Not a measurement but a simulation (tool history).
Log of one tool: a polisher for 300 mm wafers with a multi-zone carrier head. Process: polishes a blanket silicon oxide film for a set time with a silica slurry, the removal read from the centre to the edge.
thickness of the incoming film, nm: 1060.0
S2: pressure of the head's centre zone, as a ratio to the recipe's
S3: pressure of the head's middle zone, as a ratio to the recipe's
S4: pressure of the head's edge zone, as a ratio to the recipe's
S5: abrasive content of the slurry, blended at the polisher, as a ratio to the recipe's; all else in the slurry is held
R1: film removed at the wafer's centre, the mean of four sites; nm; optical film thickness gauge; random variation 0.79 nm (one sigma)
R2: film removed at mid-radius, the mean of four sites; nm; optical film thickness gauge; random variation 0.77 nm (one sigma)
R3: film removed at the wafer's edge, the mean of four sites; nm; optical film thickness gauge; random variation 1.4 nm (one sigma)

Run 1, hour 0.0: flow of slurry (ml/min) 165, S2 1.00, S3 1.00, S4 1.00, S5 1.00, polishing time (s) 46. Result: R1 184.130 nm, R2 184.890 nm, R3 179.90 nm.
Run 2, hour 2.0: flow of slurry (ml/min) 165, S2 1.00, S3 0.92, S4 1.00, S5 1.00, polishing time (s) 46. Result: R1 181.940 nm, R2 176.520 nm, R3 180.79 nm.
Run 3, hour 9.9: flow of slurry (ml/min) 160, S2 0.98, S3 0.91, S4 0.98, S5 0.95, polishing time (s) 46. Result: R1 171.530 nm, R2 167.790 nm, R3 172.62 nm.
Run 4, hour 16.4: flow of slurry (ml/min) 160, S2 0.98, S3 0.91, S4 0.98, S5 0.95, polishing time (s) 35. Result: R1 130.070 nm, R2 126.850 nm, R3 131.26 nm.
Run 5, hour 23.0: flow of slurry (ml/min) 160, S2 0.98, S3 0.91, S4 0.98, S5 0.85, polishing time (s) 35. Result: R1 118.670 nm, R2 116.000 nm, R3 119.56 nm.
Run 6, hour 26.5: flow of slurry (ml/min) 160, S2 0.98, S3 0.91, S4 0.98, S5 0.70, polishing time (s) 35. Result: R1 98.608 nm, R2 96.104 nm, R3 100.52 nm.
Run 7, hour 34.4: flow of slurry (ml/min) 170, S2 0.98, S3 0.93, S4 1.01, S5 0.70, polishing time (s) 35. Result: R1 99.705 nm, R2 98.425 nm, R3 100.34 nm.
Run 8, hour 42.4: flow of slurry (ml/min) 165, S2 0.97, S3 0.93, S4 1.00, S5 0.75, polishing time (s) 35. Result: R1 105.190 nm, R2 105.660 nm, R3 109.73 nm.
Run 9, hour 48.3: flow of slurry (ml/min) 170, S2 0.97, S3 0.94, S4 1.02, S5 0.75, polishing time (s) 35. Result: R1 106.250 nm, R2 105.640 nm, R3 109.29 nm.

What will run 10 give?
Run 10, hour 53.4: flow of slurry (ml/min) 175, S2 0.96, S3 0.95, S4 1.04, S5 0.75, polishing time (s) 35. Result: R1 ?, R2 ?, R3 ?.

R1: 105.500 nm
R2: 108.350 nm
R3: 112.58 nm

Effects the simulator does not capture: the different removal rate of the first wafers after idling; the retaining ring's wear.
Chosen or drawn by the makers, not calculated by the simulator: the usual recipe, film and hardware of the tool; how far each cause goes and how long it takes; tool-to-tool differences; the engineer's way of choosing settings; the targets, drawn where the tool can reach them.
